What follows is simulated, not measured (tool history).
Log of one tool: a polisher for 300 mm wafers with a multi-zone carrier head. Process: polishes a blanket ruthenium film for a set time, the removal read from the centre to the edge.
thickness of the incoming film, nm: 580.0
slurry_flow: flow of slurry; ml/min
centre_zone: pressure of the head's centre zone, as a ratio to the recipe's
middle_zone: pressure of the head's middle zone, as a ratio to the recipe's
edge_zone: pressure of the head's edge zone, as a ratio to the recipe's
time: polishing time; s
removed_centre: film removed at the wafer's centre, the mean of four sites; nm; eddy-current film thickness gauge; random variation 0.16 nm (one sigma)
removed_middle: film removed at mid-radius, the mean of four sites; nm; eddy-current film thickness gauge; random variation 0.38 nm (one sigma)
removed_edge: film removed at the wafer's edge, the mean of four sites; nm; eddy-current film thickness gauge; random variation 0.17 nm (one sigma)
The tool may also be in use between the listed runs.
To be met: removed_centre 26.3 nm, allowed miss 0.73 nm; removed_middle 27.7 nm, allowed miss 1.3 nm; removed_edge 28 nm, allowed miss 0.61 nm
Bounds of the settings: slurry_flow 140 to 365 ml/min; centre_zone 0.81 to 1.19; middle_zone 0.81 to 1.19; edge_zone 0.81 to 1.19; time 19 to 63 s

Run 1, hour 0: slurry_flow 235 ml/min, centre_zone 1, middle_zone 1, edge_zone 1, time 41 s. Result: removed_centre 34.687 nm, removed_middle 35.27 nm, removed_edge 38.029 nm.
Run 2, hour 2.8: slurry_flow 235 ml/min, centre_zone 0.99, middle_zone 1, edge_zone 0.98, time 40 s. Result: removed_centre 33.661 nm, removed_middle 34.185 nm, removed_edge 36.993 nm.
Run 3, hour 5.8: slurry_flow 235 ml/min, centre_zone 0.92, middle_zone 1, edge_zone 0.98, time 40 s. Result: removed_centre 31.381 nm, removed_middle 34.911 nm, removed_edge 37.061 nm.
Run 4, hour 9.5: slurry_flow 230 ml/min, centre_zone 0.92, middle_zone 1, edge_zone 0.96, time 39 s. Result: removed_centre 30.332 nm, removed_middle 34.386 nm, removed_edge 35.792 nm.
Run 5, hour 17: slurry_flow 230 ml/min, centre_zone 0.92, middle_zone 0.96, edge_zone 0.96, time 39 s. Result: removed_centre 30.618 nm, removed_middle 32.17 nm, removed_edge 35.507 nm.
Run 6, hour 22.5: slurry_flow 275 ml/min, centre_zone 0.92, middle_zone 0.96, edge_zone 0.96, time 39 s. Result: removed_centre 31.458 nm, removed_middle 32.988 nm, removed_edge 36.178 nm.
Run 7, hour 28.1: slurry_flow 270 ml/min, centre_zone 0.92, middle_zone 0.96, edge_zone 0.94, time 38 s. Result: removed_centre 30.511 nm, removed_middle 33.511 nm, removed_edge 34.88 nm.
Run 8, hour 37.1: slurry_flow 265 ml/min, centre_zone 0.92, middle_zone 0.95, edge_zone 0.92, time 37 s. Result: removed_centre 29.664 nm, removed_middle 31.251 nm, removed_edge 33.496 nm.
Run 9, hour 44.4: slurry_flow 260 ml/min, centre_zone 0.92, middle_zone 0.95, edge_zone 0.9, time 36 s. Result: removed_centre 28.615 nm, removed_middle 30.065 nm, removed_edge 32.268 nm.
Run 10, hour 45.3: slurry_flow 260 ml/min, centre_zone 0.92, middle_zone 0.95, edge_zone 0.9, time 36 s. Result: removed_centre 28.79 nm, removed_middle 30.386 nm, removed_edge 32.127 nm.
Run 11, hour 52.2: slurry_flow 255 ml/min, centre_zone 0.92, middle_zone 0.95, edge_zone 0.89, time 36 s. Result: removed_centre 28.657 nm, removed_middle 30.261 nm, removed_edge 32.081 nm.
Run 12, hour 59.2: slurry_flow 250 ml/min, centre_zone 0.92, middle_zone 0.95, edge_zone 0.88, time 35 s. Result: removed_centre 27.661 nm, removed_middle 28.956 nm, removed_edge 31.364 nm.
Run 13, hour 62.6: slurry_flow 255 ml/min, centre_zone 0.93, middle_zone 0.96, edge_zone 0.87, time 34 s. Result: removed_centre 27.307 nm, removed_middle 29.152 nm, removed_edge 30.047 nm.
Run 14, hour 70.5: slurry_flow 250 ml/min, centre_zone 0.93, middle_zone 0.96, edge_zone 0.86, time 34 s. Result: removed_centre 27.398 nm, removed_middle 28.906 nm, removed_edge 29.434 nm.
Run 15, hour 75.1: slurry_flow 245 ml/min, centre_zone 0.93, middle_zone 0.96, edge_zone 0.85, time 34 s. Result: removed_centre 27.12 nm, removed_middle 29.053 nm, removed_edge 29.267 nm.
At hour 79.6: edge zone pressure recalibrated.
Run 16, hour 79.6: slurry_flow 240 ml/min, centre_zone 0.93, middle_zone 0.96, edge_zone 0.85, time 34 s. Result: removed_centre 27.023 nm, removed_middle 28.682 nm, removed_edge 28.077 nm.

Which of these 5 next moves meets every target?
Run A, hour 84.1: slurry_flow 265 ml/min, centre_zone 0.99, middle_zone 0.88, edge_zone 0.93, time 33 s. Result: removed_centre ?, removed_middle ?, removed_edge ?.
Run B, hour 84.1: slurry_flow 260 ml/min, centre_zone 0.97, middle_zone 0.92, edge_zone 0.87, time 33 s. Result: removed_centre ?, removed_middle ?, removed_edge ?.
Run C, hour 84.1: slurry_flow 245 ml/min, centre_zone 0.85, middle_zone 1.01, edge_zone 0.89, time 34 s. Result: removed_centre ?, removed_middle ?, removed_edge ?.
Run D, hour 84.1: slurry_flow 245 ml/min, centre_zone 0.95, middle_zone 0.91, edge_zone 0.84, time 34 s. Result: removed_centre ?, removed_middle ?, removed_edge ?.
Run E, hour 84.1: slurry_flow 170 ml/min, centre_zone 0.93, middle_zone 0.96, edge_zone 0.87, time 35 s. Result: removed_centre ?, removed_middle ?, removed_edge ?.

move  removed_centre  removed_middle  removed_edge
   A          28.265          25.431        28.573
   B          27.627          26.332        27.649
   C          24.726           29.14        28.588
   D          27.642          26.688        27.889
   E          26.075          27.073         27.89
A: further off than the last run
B: further off than the last run
C: takes the result that was furthest off past its target
D: further off than the last run
E: meets every target
Move E is the one to make.

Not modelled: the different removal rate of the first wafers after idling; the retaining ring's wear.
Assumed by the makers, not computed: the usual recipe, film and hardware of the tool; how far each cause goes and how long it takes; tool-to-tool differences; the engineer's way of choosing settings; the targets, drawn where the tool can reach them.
